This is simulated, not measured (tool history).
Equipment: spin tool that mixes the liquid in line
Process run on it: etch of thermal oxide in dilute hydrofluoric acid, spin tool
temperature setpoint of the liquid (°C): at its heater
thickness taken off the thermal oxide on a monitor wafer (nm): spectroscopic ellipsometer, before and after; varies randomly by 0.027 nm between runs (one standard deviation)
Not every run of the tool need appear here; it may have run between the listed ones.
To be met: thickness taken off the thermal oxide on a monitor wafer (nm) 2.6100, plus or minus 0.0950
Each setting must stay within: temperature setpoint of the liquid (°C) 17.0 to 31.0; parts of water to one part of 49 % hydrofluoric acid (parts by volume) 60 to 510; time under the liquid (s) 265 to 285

run  hour  temperature setpoint of the liquid (°C)  parts of water to one part of 49 % hydrofluoric acid (parts by volume)  time under the liquid (s)  thickness taken off the thermal oxide on a monitor wafer (nm)
  1   0.0                                     23.0                                                                     285                        265                                                         2.9703
  2   7.5                                     22.0                                                                     285                        265                                                         2.7460
  3  12.9                                     22.0                                                                     365                        265                                                         2.0614
  4  19.6                                     22.0                                                                     365                        285                                                         2.1419
  5  22.6                                     23.0                                                                     365                        285                                                         2.2892
  6  31.4                                     20.5                                                                     365                        285                                                         2.0579
  7  38.4                                     22.0                                                                     365                        285                                                         2.1755
  8  45.0                                     23.0                                                                     365                        285                                                         2.2419
  9  50.5                                     24.0                                                                     365                        285                                                         2.3329

Next run, 5 choices. One meets every target within its allowed miss, the rest don't. Which?
  A  56.0                                     24.0                                                                     315                        285                                                              ?
  B  56.0                                     24.0                                                                     310                        285                                                              ?
  C  56.0                                     25.0                                                                     325                        285                                                              ?
  D  56.0                                     25.5                                                                     310                        270                                                              ?
  E  56.0                                     25.0                                                                     345                        285                                                              ?

move  thickness taken off the thermal oxide on a monitor wafer (nm)
   A                                                         2.8273
   B                                                         2.8875
   C                                                         2.8053
   D                                                         2.8775
   E                                                         2.5895
A: the result that was furthest off in the last run now lies on the other side of its target
B: the result that was furthest off in the last run now lies on the other side of its target
C: the result that was furthest off in the last run now lies on the other side of its target
D: the result that was furthest off in the last run now lies on the other side of its target
E: meets every target
The move that meets every target is E.
